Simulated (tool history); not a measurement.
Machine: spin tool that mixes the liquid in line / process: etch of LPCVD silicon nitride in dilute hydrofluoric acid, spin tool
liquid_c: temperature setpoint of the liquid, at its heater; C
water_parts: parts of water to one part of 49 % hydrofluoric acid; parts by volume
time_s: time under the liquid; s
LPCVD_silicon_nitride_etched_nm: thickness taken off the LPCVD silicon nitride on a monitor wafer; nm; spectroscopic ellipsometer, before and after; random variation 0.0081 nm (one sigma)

| run | day | liquid_c | water_parts | time_s | LPCVD_silicon_nitride_etched_nm |
|---|---|---|---|---|---|
| 1 | 0.000 | 25.0 | 80 | 55 | 0.40779 |
| 2 | 0.058 | 24.5 | 80 | 55 | 0.35561 |
| 3 | 0.142 | 24.5 | 50 | 55 | 0.59468 |
| 4 | 0.433 | 24.5 | 30 | 55 | 0.94005 |
| 5 | 0.600 | 21.0 | 30 | 55 | 0.76638 |
| 6 | 0.692 | 21.0 | 35 | 55 | 0.66713 |
| 7 | 0.842 | 21.0 | 40 | 55 | 0.57875 |

Run 8 comes next. What will it give?
| 8 | 0.917 | 20.5 | 45 | 55 | ? |

{"run 8": {"LPCVD_silicon_nitride_etched_nm": 0.49809}}
